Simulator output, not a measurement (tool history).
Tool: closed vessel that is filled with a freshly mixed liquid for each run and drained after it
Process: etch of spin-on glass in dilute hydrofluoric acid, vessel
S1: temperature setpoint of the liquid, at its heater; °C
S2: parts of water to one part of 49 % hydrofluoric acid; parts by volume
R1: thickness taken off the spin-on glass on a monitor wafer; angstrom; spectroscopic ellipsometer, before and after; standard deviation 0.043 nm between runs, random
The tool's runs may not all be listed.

run 1 day=0 | S1=24 S2=130 time_in_the_liquid_(s)=35 | R1=93.428
run 2 day=0.146 | S1=23.5 S2=130 time_in_the_liquid_(s)=35 | R1=92.239
run 3 day=0.521 | S1=23.5 S2=90 time_in_the_liquid_(s)=35 | R1=139.5
run 4 day=0.704 | S1=22.5 S2=95 time_in_the_liquid_(s)=35 | R1=126.71
run 5 day=1.008 | S1=21.5 S2=100 time_in_the_liquid_(s)=35 | R1=115.85
run 6 day=1.246 | S1=20.5 S2=105 time_in_the_liquid_(s)=35 | R1=104
run 7 day=1.321 | S1=20 S2=105 time_in_the_liquid_(s)=35 | R1=102.22
run 8 day=1.612 | S1=19.5 S2=105 time_in_the_liquid_(s)=35 | R1=100.35
run 9 day=1.738 | S1=19 S2=105 time_in_the_liquid_(s)=35 | R1=97.485
run 10 day=1.779 | S1=18.5 S2=105 time_in_the_liquid_(s)=35 | R1=95.526
run 11 day=1.921 | S1=18 S2=105 time_in_the_liquid_(s)=35 | R1=93.832

Expected results for the next run?
run 12 day=2.292 | S1=17.5 S2=110 time_in_the_liquid_(s)=35 | R1=?

R1: 88.072 angstrom
